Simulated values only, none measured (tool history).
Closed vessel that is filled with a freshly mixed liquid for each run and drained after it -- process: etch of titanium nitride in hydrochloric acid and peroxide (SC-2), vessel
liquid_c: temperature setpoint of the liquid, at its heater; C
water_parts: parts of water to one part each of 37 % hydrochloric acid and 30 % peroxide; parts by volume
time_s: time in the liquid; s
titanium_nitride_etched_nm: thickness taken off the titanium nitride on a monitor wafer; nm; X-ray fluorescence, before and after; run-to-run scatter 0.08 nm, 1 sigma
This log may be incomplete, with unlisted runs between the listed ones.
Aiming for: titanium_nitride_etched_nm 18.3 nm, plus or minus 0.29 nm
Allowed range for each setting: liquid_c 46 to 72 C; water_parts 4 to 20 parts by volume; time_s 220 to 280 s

run  hour  liquid_c  water_parts  time_s  titanium_nitride_etched_nm
  1     0        62           11     280                      15.609
  2   6.1      62.5           11     280                      16.027
  3  10.6      65.5           11     280                      19.382
  4  15.7      59.5           11     280                      13.235
  5  22.6        56           11     280                      10.643
  6  27.9        56          7.5     280                      14.596
  7  36.4      56.5          7.5     280                      15.096
  8  45.1        57          7.5     280                      15.636
  9  50.5      57.5          7.5     280                      16.135
 10  59.1        58          7.5     280                      16.542
 11  62.4        59          7.5     280                      17.691

Which of these 4 next moves meets every target?
  A  65.7        59            8     280                           ?
  B  65.7      61.5          8.5     275                           ?
  C  65.7      57.5          4.5     225                           ?
  D  65.7        58            5     240                           ?

move  titanium_nitride_etched_nm
   A                      16.721
   B                      18.292
   C                      18.796
   D                      19.218
A: the biggest miss grows against the last run
B: all results land within tolerance of their targets
C: takes the biggest miss from the last run beyond its target
D: takes the biggest miss from the last run beyond its target
Answer: B
